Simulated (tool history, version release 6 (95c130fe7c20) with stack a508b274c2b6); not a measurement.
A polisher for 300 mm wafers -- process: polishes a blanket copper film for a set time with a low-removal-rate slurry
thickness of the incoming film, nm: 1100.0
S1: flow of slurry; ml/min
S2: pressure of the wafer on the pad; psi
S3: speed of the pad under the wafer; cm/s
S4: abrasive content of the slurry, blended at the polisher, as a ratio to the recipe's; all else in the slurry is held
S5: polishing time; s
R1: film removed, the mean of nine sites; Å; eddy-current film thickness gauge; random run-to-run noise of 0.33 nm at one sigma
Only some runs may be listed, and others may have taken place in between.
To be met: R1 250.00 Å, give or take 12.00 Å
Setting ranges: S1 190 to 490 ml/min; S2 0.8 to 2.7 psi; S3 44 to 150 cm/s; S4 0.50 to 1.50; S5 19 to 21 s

run,hour,S1,S2,S3,S4,S5,R1
1,0.0,315,1.7,96,1.00,21,343.87
2,6.2,315,1.7,96,0.90,21,340.36
3,10.1,315,1.7,112,0.90,21,374.34
4,18.3,315,1.6,112,0.90,21,354.11
5,21.8,315,1.5,112,0.90,21,336.90
6,30.2,315,1.4,112,0.90,21,318.71
7,32.6,315,1.3,112,0.90,21,301.69
8,40.1,315,0.9,110,0.90,21,211.62
9,47.9,315,0.9,110,0.90,21,206.39
10,51.4,315,1.0,110,0.90,21,233.97

Pick the move, out of 5, that brings all results within their allowed miss; only one does.
A,54.9,395,1.0,118,1.20,19,?
B,54.9,280,0.8,142,1.05,20,?
C,54.9,310,0.9,116,0.80,21,?
D,54.9,475,1.3,94,1.00,21,?
E,54.9,305,1.0,122,0.95,19,?

move,R1
A,245.71
B,229.09
C,214.43
D,279.51
E,230.05
A: all results land within tolerance of their targets
B: further off than the last run
C: further off than the last run
D: carries the result that was furthest off beyond its target, to the other side
E: further off than the last run
Go with A: it meets all targets.
